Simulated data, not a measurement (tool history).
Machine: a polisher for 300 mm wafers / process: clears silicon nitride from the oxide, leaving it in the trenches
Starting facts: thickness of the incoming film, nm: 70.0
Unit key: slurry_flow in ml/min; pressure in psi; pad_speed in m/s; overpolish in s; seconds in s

Run 1, hour 0: slurry_flow 215 ml/min, pressure 2.1 psi, pad_speed 0.76 m/s, overpolish 10 s. Result: seconds 174.39 s.
Run 2, hour 4: slurry_flow 215 ml/min, pressure 2.3 psi, pad_speed 0.76 m/s, overpolish 10 s. Result: seconds 163.06 s.
Run 3, hour 12.1: slurry_flow 215 ml/min, pressure 2.3 psi, pad_speed 0.76 m/s, overpolish 10 s. Result: seconds 160.41 s.
Run 4, hour 16.1: slurry_flow 215 ml/min, pressure 2.5 psi, pad_speed 0.76 m/s, overpolish 10 s. Result: seconds 148.38 s.
Run 5, hour 20.2: slurry_flow 215 ml/min, pressure 2.6 psi, pad_speed 0.76 m/s, overpolish 10 s. Result: seconds 147.46 s.
Run 6, hour 25.8: slurry_flow 215 ml/min, pressure 2.8 psi, pad_speed 0.76 m/s, overpolish 10 s. Result: seconds 137.28 s.
Run 7, hour 27.9: slurry_flow 215 ml/min, pressure 2.9 psi, pad_speed 0.76 m/s, overpolish 10 s. Result: seconds 131.59 s.

Run 8, settings as shown, results not yet in. Your forecast:
Run 8, hour 36.7: slurry_flow 215 ml/min, pressure 3 psi, pad_speed 0.76 m/s, overpolish 10 s. Result: seconds ?.

{"run 8": {"seconds": 128.06}}
